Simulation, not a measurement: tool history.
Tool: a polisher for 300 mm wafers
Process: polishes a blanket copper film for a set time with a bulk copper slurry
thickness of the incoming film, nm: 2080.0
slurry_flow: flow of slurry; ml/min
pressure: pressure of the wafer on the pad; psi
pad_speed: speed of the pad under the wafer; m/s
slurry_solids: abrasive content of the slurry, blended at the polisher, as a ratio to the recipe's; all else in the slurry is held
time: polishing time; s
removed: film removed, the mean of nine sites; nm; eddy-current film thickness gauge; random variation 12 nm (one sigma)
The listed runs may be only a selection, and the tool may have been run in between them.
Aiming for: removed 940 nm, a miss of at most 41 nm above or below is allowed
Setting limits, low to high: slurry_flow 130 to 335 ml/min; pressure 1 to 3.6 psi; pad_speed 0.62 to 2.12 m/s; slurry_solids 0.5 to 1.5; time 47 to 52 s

run	hour	slurry_flow	pressure	pad_speed	slurry_solids	time	removed
1	0	215	2.3	1.36	1	52	571.16
2	3.9	215	2.6	1.38	1	52	648.14
3	7.7	215	2.6	1.5	1	52	696.81
4	10.1	270	2.6	1.5	1	52	700.87
5	16.1	320	2.6	1.5	1	52	757.62
6	18.8	320	2.6	1.22	1	52	609.99
7	20.4	320	2.9	1.24	1	52	689.87
8	25.6	320	3.1	1.26	1	52	733.72
9	26.1	320	3.3	1.3	1	52	807.23
10	33.5	320	3.3	1.3	1	52	795.01
11	40.8	320	3.4	1.34	1	52	862.98

Below are 5 possible settings for the next run. Only one of them brings all results inside the allowed miss of their targets. Which is it?
A	48.1	305	2.8	1.52	1	52	?
B	48.1	335	3.5	1.44	0.9	52	?
C	48.1	300	2.8	1.38	1	52	?
D	48.1	325	3.4	1.32	1	47	?
E	48.1	210	3.4	1.46	0.9	47	?

move	removed
A	787.57
B	918.43
C	715.91
D	754.56
E	778.87
A: further off than the last run
B: meets every target
C: further off than the last run
D: further off than the last run
E: further off than the last run
So the answer is move B, the one that meets all the targets.
